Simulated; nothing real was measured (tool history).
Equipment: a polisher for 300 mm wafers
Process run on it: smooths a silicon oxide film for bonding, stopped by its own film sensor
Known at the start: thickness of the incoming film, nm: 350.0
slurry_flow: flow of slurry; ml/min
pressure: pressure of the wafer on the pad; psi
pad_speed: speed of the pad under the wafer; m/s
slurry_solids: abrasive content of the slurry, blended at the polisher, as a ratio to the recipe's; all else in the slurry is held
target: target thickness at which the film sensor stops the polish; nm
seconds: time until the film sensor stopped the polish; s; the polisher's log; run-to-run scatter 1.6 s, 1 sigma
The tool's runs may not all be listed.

run 1 hour=0 | slurry_flow=125 pressure=2.1 pad_speed=0.8 slurry_solids=1 target=323 | seconds=45.089
run 2 hour=8.4 | slurry_flow=125 pressure=2.1 pad_speed=0.8 slurry_solids=1 target=323 | seconds=46.803
run 3 hour=14.2 | slurry_flow=140 pressure=2.1 pad_speed=0.8 slurry_solids=1 target=323 | seconds=46.514
run 4 hour=18.7 | slurry_flow=140 pressure=1.8 pad_speed=0.76 slurry_solids=1 target=323 | seconds=52.307
run 5 hour=20.8 | slurry_flow=140 pressure=1.6 pad_speed=0.68 slurry_solids=0.95 target=323 | seconds=65.004
run 6 hour=28.1 | slurry_flow=140 pressure=1.6 pad_speed=0.76 slurry_solids=0.95 target=323 | seconds=61.145

Run 7, settings as shown, results not yet in. Your forecast:
run 7 hour=31.8 | slurry_flow=140 pressure=1.4 pad_speed=0.74 slurry_solids=0.95 target=323 | seconds=?

{"run 7": {"seconds": 69.215}}
